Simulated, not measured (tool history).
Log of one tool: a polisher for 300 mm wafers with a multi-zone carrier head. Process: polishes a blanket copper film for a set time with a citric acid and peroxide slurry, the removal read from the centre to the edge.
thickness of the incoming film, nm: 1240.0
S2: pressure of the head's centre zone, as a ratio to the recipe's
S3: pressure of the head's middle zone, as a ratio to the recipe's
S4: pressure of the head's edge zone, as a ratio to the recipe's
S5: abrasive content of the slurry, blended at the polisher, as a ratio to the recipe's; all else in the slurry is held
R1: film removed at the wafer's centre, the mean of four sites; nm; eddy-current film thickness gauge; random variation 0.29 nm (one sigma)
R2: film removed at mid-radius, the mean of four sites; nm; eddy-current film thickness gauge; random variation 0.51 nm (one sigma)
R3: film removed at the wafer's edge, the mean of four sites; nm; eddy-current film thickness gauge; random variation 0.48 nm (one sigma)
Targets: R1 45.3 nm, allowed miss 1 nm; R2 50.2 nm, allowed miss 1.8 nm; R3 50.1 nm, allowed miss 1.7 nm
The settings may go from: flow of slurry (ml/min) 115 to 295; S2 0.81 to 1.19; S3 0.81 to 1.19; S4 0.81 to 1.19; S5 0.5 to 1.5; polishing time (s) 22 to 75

{"run": 1, "hour": 0.0, "flow of slurry (ml/min)": 190, "S2": 1, "S3": 1, "S4": 1, "S5": 1, "polishing time (s)": 48, "R1": 53.728, "R2": 53.134, "R3": 55.692}
{"run": 2, "hour": 3.7, "flow of slurry (ml/min)": 190, "S2": 1.05, "S3": 1, "S4": 1, "S5": 1, "polishing time (s)": 48, "R1": 56.133, "R2": 53.839, "R3": 56.11}
{"run": 3, "hour": 11.1, "flow of slurry (ml/min)": 190, "S2": 1.05, "S3": 0.97, "S4": 1, "S5": 1, "polishing time (s)": 48, "R1": 56.284, "R2": 51.683, "R3": 55.771}
{"run": 4, "hour": 12.4, "flow of slurry (ml/min)": 175, "S2": 1, "S3": 0.98, "S4": 0.97, "S5": 0.95, "polishing time (s)": 48, "R1": 52.704, "R2": 51.194, "R3": 55.527}
{"run": 5, "hour": 19.9, "flow of slurry (ml/min)": 190, "S2": 0.98, "S3": 1.01, "S4": 0.96, "S5": 0.85, "polishing time (s)": 47, "R1": 50.034, "R2": 51.211, "R3": 52.941}
{"run": 6, "hour": 28.7, "flow of slurry (ml/min)": 185, "S2": 0.96, "S3": 1.02, "S4": 0.94, "S5": 0.8, "polishing time (s)": 47, "R1": 47.806, "R2": 50.522, "R3": 51.931}
{"run": 7, "hour": 36.1, "flow of slurry (ml/min)": 180, "S2": 0.95, "S3": 1.03, "S4": 0.92, "S5": 0.8, "polishing time (s)": 47, "R1": 47.935, "R2": 51.742, "R3": 50.631}
{"run": 8, "hour": 43.3, "flow of slurry (ml/min)": 170, "S2": 0.94, "S3": 1.03, "S4": 0.92, "S5": 0.8, "polishing time (s)": 47, "R1": 46.465, "R2": 51.383, "R3": 50.147}
{"run": 9, "hour": 51.6, "flow of slurry (ml/min)": 165, "S2": 0.94, "S3": 1.02, "S4": 0.92, "S5": 0.8, "polishing time (s)": 47, "R1": 46.575, "R2": 51.057, "R3": 50.861}
{"run": 10, "hour": 59.6, "flow of slurry (ml/min)": 160, "S2": 0.94, "S3": 1.02, "S4": 0.92, "S5": 0.8, "polishing time (s)": 47, "R1": 46.119, "R2": 50.048, "R3": 50.456}
{"run": 11, "hour": 61.5, "flow of slurry (ml/min)": 155, "S2": 0.94, "S3": 1.02, "S4": 0.92, "S5": 0.8, "polishing time (s)": 47, "R1": 46.275, "R2": 50.25, "R3": 49.415}

Which of these 4 next moves meets every target?
{"run": "A", "hour": 63.4, "flow of slurry (ml/min)": 195, "S2": 0.89, "S3": 0.98, "S4": 0.86, "S5": 0.65, "polishing time (s)": 49, "R1": "?", "R2": "?", "R3": "?"}
{"run": "B", "hour": 63.4, "flow of slurry (ml/min)": 155, "S2": 0.93, "S3": 0.95, "S4": 0.98, "S5": 0.8, "polishing time (s)": 48, "R1": "?", "R2": "?", "R3": "?"}
{"run": "C", "hour": 63.4, "flow of slurry (ml/min)": 140, "S2": 0.98, "S3": 1.03, "S4": 0.92, "S5": 0.8, "polishing time (s)": 47, "R1": "?", "R2": "?", "R3": "?"}
{"run": "D", "hour": 63.4, "flow of slurry (ml/min)": 170, "S2": 1, "S3": 1.02, "S4": 0.9, "S5": 0.65, "polishing time (s)": 47, "R1": "?", "R2": "?", "R3": "?"}

move=A R1=45.376 R2=50.458 R3=50.399
move=B R1=46.717 R2=48.568 R3=53.24
move=C R1=47.697 R2=50.418 R3=50.199
move=D R1=48.194 R2=49.405 R3=48.87
A: meets every target
B: further off than the last run
C: further off than the last run
D: further off than the last run
The right move is A.
